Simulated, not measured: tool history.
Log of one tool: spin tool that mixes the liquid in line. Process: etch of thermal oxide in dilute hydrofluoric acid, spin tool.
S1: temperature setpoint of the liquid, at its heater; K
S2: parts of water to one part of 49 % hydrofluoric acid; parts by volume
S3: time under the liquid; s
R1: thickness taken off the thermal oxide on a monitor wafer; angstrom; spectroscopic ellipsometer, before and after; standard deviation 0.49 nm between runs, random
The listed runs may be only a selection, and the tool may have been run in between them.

run	hour	S1	S2	S3	R1
1	0.0	298.15	55	305	259.38
2	0.8	300.15	55	305	287.17
3	2.6	301.15	50	305	331.70
4	10.0	297.65	50	305	280.93
5	16.9	297.65	50	305	278.57
6	25.7	294.65	50	305	245.19

Run 7 is up next; what results do you expect?
7	28.3	296.65	50	305	?

{"run 7": {"R1": 273.3}}
